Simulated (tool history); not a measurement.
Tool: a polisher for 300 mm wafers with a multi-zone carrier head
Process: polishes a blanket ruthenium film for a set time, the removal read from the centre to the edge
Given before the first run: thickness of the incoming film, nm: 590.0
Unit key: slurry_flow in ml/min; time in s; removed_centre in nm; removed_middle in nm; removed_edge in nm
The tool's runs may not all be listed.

{"run": 1, "day": 0.0, "slurry_flow": 250, "centre_zone": 1.0, "middle_zone": 1.0, "edge_zone": 1.0, "time": 90, "removed_centre": 82.126, "removed_middle": 82.728, "removed_edge": 83.663}
{"run": 2, "day": 0.204, "slurry_flow": 295, "centre_zone": 1.0, "middle_zone": 1.0, "edge_zone": 1.0, "time": 90, "removed_centre": 83.062, "removed_middle": 84.823, "removed_edge": 84.55}
{"run": 3, "day": 0.442, "slurry_flow": 260, "centre_zone": 1.0, "middle_zone": 1.0, "edge_zone": 1.0, "time": 90, "removed_centre": 82.666, "removed_middle": 83.156, "removed_edge": 82.476}
{"run": 4, "day": 0.729, "slurry_flow": 260, "centre_zone": 0.95, "middle_zone": 1.0, "edge_zone": 1.0, "time": 90, "removed_centre": 80.465, "removed_middle": 81.732, "removed_edge": 83.703}
{"run": 5, "day": 0.788, "slurry_flow": 260, "centre_zone": 0.95, "middle_zone": 1.0, "edge_zone": 1.0, "time": 82, "removed_centre": 71.801, "removed_middle": 74.812, "removed_edge": 76.404}
{"run": 6, "day": 0.967, "slurry_flow": 270, "centre_zone": 0.97, "middle_zone": 1.0, "edge_zone": 1.05, "time": 91, "removed_centre": 83.307, "removed_middle": 83.389, "removed_edge": 85.553}

Run 7 comes next. What will it give?
{"run": 7, "day": 1.2, "slurry_flow": 280, "centre_zone": 0.95, "middle_zone": 1.0, "edge_zone": 1.08, "time": 98, "removed_centre": "?", "removed_middle": "?", "removed_edge": "?"}

removed_centre: 86.871 nm
removed_middle: 88.421 nm
removed_edge: 94.350 nm
